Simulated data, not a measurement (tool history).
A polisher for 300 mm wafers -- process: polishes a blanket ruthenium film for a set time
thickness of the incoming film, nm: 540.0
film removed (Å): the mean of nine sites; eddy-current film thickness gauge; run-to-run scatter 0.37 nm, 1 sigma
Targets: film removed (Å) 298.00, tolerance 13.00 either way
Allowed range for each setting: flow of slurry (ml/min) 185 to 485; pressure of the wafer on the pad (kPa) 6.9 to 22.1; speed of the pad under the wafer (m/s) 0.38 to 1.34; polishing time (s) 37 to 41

run,hour,flow of slurry (ml/min),pressure of the wafer on the pad (kPa),speed of the pad under the wafer (m/s),polishing time (s),film removed (Å)
1,0.0,310,14.5,0.86,41,379.00
2,8.6,310,13.8,0.86,41,354.32
3,10.1,370,13.8,0.86,41,366.13
4,14.8,370,13.1,0.86,41,348.07
5,22.8,440,13.1,0.86,41,345.87
6,24.8,440,15.9,0.86,41,421.39
7,30.7,440,15.9,0.86,41,419.27
8,34.2,440,14.5,0.86,41,392.72
9,40.1,440,13.8,0.86,41,368.98
10,44.0,440,13.1,0.86,41,347.78
# hour 45.3: worn pad replaced by a new one
11,45.3,440,11.0,0.86,41,316.23
12,50.9,440,9.7,0.86,41,278.41

Which of these 4 next moves meets every target?
A,56.5,310,8.3,1.00,40,?
B,56.5,445,9.7,0.82,38,?
C,56.5,415,10.3,0.92,38,?
D,56.5,385,7.6,1.00,39,?

move,film removed (Å)
A,266.10
B,248.31
C,295.24
D,243.32
A: misses by more than the last run did
B: misses by more than the last run did
C: all results land within tolerance of their targets
D: misses by more than the last run did
The right move is C.
